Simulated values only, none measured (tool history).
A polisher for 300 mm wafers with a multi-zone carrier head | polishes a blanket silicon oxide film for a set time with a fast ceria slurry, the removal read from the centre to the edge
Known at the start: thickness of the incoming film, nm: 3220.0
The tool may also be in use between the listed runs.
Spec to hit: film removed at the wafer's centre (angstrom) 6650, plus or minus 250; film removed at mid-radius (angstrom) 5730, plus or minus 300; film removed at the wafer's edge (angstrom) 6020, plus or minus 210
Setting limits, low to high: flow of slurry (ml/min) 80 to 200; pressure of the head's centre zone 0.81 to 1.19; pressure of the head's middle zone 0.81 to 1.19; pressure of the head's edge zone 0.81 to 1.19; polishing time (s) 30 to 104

run,day,flow of slurry (ml/min),pressure of the head's centre zone,pressure of the head's middle zone,pressure of the head's edge zone,polishing time (s),film removed at the wafer's centre (angstrom),film removed at mid-radius (angstrom),film removed at the wafer's edge (angstrom)
1,0,130,1,1,1,67,8225.5,8441,8330
2,0.2,130,1,1.07,1,67,8319.6,8944.2,8279.8
3,0.342,125,1.02,1.02,0.98,62,7514,8036.8,7441.2
4,0.375,125,1.02,1.02,0.98,75,9206.9,9514.4,9109.5
5,0.517,125,1.02,1.08,0.98,75,9208.3,9946.1,9213.1
6,0.708,120,1.05,1.01,0.99,68,8565.2,8555.5,8198.8
7,0.912,115,1.06,0.96,0.99,63,8073.7,7248.1,7612.8
8,0.996,110,1.06,0.94,0.96,61,7525.4,7018.8,7143.6
9,1.367,105,1.07,0.91,0.94,59,7351.9,6643.3,6755.1
10,1.621,105,1.07,0.91,0.94,59,7332.4,6474.4,6848.3
11,1.908,100,1.07,0.9,0.92,58,7087.5,6250.9,6729.7
12,2.225,105,1.11,0.91,0.87,50,6253.2,5570.2,5684.9
13,2.438,110,1.11,0.91,0.88,50,6464.8,5639.1,5686.8
14,2.733,110,1.1,0.91,0.9,50,6387,5695.5,5759
15,2.8,110,1.1,0.9,0.91,50,6462.1,5544.3,5794.9
16,2.954,110,1.1,0.9,0.92,50,6201.8,5501,5830.1

5 next moves are on the table. One of them brings every result within its allowed miss. Which?
A,3.108,85,1.06,1.03,0.96,49,?,?,?
B,3.108,125,1,0.89,0.98,48,?,?,?
C,3.108,150,1.17,0.96,0.85,47,?,?,?
D,3.108,125,1.15,0.89,0.81,50,?,?,?
E,3.108,105,1.11,0.9,0.93,52,?,?,?

move,film removed at the wafer's centre (angstrom),film removed at mid-radius (angstrom),film removed at the wafer's edge (angstrom)
A,5617.4,5703.2,5656.9
B,5744.2,5305.5,5880.5
C,6438.6,5696.5,5529
D,6546.6,5525.1,5654.7
E,6424.7,5624.5,6095
A: the biggest miss grows against the last run
B: the biggest miss grows against the last run
C: corrects the largest miss of the last run, while another result sits out of spec
D: corrects the largest miss of the last run, while another result sits out of spec
E: all results land within tolerance of their targets
The move that meets every target is E.
